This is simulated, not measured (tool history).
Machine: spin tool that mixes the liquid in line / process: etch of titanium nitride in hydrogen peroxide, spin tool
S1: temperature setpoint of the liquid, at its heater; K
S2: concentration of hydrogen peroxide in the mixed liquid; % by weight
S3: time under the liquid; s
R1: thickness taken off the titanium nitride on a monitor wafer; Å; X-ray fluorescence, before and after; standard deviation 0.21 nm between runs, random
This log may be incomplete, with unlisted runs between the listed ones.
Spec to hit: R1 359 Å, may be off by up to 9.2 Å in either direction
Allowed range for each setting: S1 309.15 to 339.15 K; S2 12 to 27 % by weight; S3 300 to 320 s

{"run": 1, "day": 0.0, "S1": 325.15, "S2": 18, "S3": 300, "R1": 252.53}
{"run": 2, "day": 0.288, "S1": 326.15, "S2": 18, "S3": 300, "R1": 272.56}
{"run": 3, "day": 0.421, "S1": 327.15, "S2": 18, "S3": 300, "R1": 293.6}
{"run": 4, "day": 0.667, "S1": 327.15, "S2": 18, "S3": 320, "R1": 314.35}
{"run": 5, "day": 0.921, "S1": 327.15, "S2": 18, "S3": 320, "R1": 312.96}
{"run": 6, "day": 1.092, "S1": 327.15, "S2": 18, "S3": 320, "R1": 313.19}
{"run": 7, "day": 1.183, "S1": 327.65, "S2": 18, "S3": 320, "R1": 325.02}
{"run": 8, "day": 1.517, "S1": 328.15, "S2": 18, "S3": 320, "R1": 331.63}
{"run": 9, "day": 1.671, "S1": 328.15, "S2": 18, "S3": 320, "R1": 339.45}

Of the 5 settings listed for the next run, only one would bring every result within its allowed miss of target. Which one?
{"run": "A", "day": 1.825, "S1": 329.15, "S2": 16, "S3": 300, "R1": "?"}
{"run": "B", "day": 1.825, "S1": 330.15, "S2": 18, "S3": 300, "R1": "?"}
{"run": "C", "day": 1.825, "S1": 330.65, "S2": 15, "S3": 320, "R1": "?"}
{"run": "D", "day": 1.825, "S1": 329.15, "S2": 17, "S3": 300, "R1": "?"}
{"run": "E", "day": 1.825, "S1": 327.65, "S2": 14.5, "S3": 320, "R1": "?"}

move=A R1=329.81
move=B R1=362.45
move=C R1=385.06
move=D R1=334.07
move=E R1=310.26
A: the biggest miss grows against the last run
B: meets every target
C: takes the biggest miss from the last run beyond its target
D: the biggest miss grows against the last run
E: the biggest miss grows against the last run
Answer: B

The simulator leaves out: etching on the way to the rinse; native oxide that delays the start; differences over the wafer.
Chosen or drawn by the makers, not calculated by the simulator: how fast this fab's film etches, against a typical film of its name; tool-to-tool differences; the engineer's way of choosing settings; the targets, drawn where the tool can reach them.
